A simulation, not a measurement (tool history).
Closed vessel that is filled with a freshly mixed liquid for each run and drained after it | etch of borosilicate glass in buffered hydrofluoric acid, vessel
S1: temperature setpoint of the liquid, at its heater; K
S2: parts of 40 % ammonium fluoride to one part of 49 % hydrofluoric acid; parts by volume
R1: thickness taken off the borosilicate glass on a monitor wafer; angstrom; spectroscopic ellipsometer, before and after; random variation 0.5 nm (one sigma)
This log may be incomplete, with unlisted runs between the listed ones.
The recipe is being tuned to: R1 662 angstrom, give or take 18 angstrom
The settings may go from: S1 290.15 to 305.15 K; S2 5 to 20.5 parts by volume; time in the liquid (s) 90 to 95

Run 1, hour 0: S1 297.15 K, S2 12.5 parts by volume, time in the liquid (s) 90. Result: R1 894.87 angstrom.
Run 2, hour 5.5: S1 295.65 K, S2 12.5 parts by volume, time in the liquid (s) 90. Result: R1 820.21 angstrom.
Run 3, hour 8: S1 295.65 K, S2 14 parts by volume, time in the liquid (s) 90. Result: R1 723.08 angstrom.
Run 4, hour 12.7: S1 295.65 K, S2 14 parts by volume, time in the liquid (s) 95. Result: R1 758.62 angstrom.
Run 5, hour 14.3: S1 297.65 K, S2 14 parts by volume, time in the liquid (s) 95. Result: R1 864.71 angstrom.
Run 6, hour 21.7: S1 296.65 K, S2 14 parts by volume, time in the liquid (s) 95. Result: R1 826.96 angstrom.
Run 7, hour 27.6: S1 295.65 K, S2 14 parts by volume, time in the liquid (s) 95. Result: R1 757.5 angstrom.
Run 8, hour 28.7: S1 295.15 K, S2 14 parts by volume, time in the liquid (s) 95. Result: R1 750.83 angstrom.
At hour 32.8: hydrofluoric acid flow meter replaced.
Run 9, hour 32.8: S1 294.65 K, S2 14 parts by volume, time in the liquid (s) 95. Result: R1 814.48 angstrom.
Run 10, hour 34.2: S1 294.65 K, S2 14.5 parts by volume, time in the liquid (s) 95. Result: R1 760.49 angstrom.
Run 11, hour 37.8: S1 293.65 K, S2 14.5 parts by volume, time in the liquid (s) 95. Result: R1 733.69 angstrom.

Exactly one of the 4 candidate moves below puts every result within its allowed miss. Which one?
Run A, hour 41.4: S1 294.15 K, S2 17.5 parts by volume, time in the liquid (s) 95. Result: R1 ?.
Run B, hour 41.4: S1 293.65 K, S2 13.5 parts by volume, time in the liquid (s) 95. Result: R1 ?.
Run C, hour 41.4: S1 294.65 K, S2 16 parts by volume, time in the liquid (s) 90. Result: R1 ?.
Run D, hour 41.4: S1 293.65 K, S2 16.5 parts by volume, time in the liquid (s) 90. Result: R1 ?.

move      R1
   A  621.63
   B  782.41
   C   661.5
   D  607.48
A: the result that was furthest off in the last run now lies on the other side of its target
B: misses by more than the last run did
C: in spec on every target
D: the result that was furthest off in the last run now lies on the other side of its target
C is the move that brings every result within its allowed miss.

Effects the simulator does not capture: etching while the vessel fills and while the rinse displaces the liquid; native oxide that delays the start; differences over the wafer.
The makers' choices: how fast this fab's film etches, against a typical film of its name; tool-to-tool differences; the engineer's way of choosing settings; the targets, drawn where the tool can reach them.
